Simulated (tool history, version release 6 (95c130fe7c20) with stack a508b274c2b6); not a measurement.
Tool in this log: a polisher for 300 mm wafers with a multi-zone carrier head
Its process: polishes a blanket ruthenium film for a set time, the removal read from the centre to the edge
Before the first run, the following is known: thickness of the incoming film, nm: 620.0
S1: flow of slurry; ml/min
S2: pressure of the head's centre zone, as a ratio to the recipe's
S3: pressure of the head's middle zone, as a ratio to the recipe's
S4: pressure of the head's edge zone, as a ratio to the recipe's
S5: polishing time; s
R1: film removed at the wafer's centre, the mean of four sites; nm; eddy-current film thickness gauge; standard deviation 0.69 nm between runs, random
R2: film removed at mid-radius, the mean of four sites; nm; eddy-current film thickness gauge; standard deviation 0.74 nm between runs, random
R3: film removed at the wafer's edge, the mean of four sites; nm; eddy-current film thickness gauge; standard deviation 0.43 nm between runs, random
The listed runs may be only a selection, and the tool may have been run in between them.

run,hour,S1,S2,S3,S4,S5,R1,R2,R3
1,0,145,1,1,1,71,75.094,74.386,74.042
2,1.8,145,1,1,0.92,71,73.962,74.758,70.979
3,4.4,145,1,1.01,0.91,68,71.805,71.345,67.991
4,10.4,160,1,1.01,0.91,68,72.212,73.145,68.382
5,12.3,160,1.07,1.01,0.91,68,79.131,73.024,69.413
6,21,160,1.06,1.02,0.9,65,72.711,70.522,66.467
7,24.6,160,1.07,1.04,0.89,62,71.903,68.25,61.916
8,31.2,155,1.06,1.04,0.88,60,67.919,66.475,60.355
9,32.9,155,1.06,1.05,0.87,58,67.013,63.421,58.036
10,36.1,155,1.05,1.06,0.86,56,61.736,62.973,54.875
11,42.1,150,1.05,1.06,0.85,55,61.428,62.094,52.658
12,46.1,110,0.95,1.03,0.81,43,41.199,44.3,39.99
13,49.8,115,0.96,1.04,0.81,43,41.878,45.499,40.123

What will run 14 give?
14,53.4,120,0.96,1.04,0.81,43,?,?,?

{"run 14": {"R1": 42.354, "R2": 45.59, "R3": 40.238}}
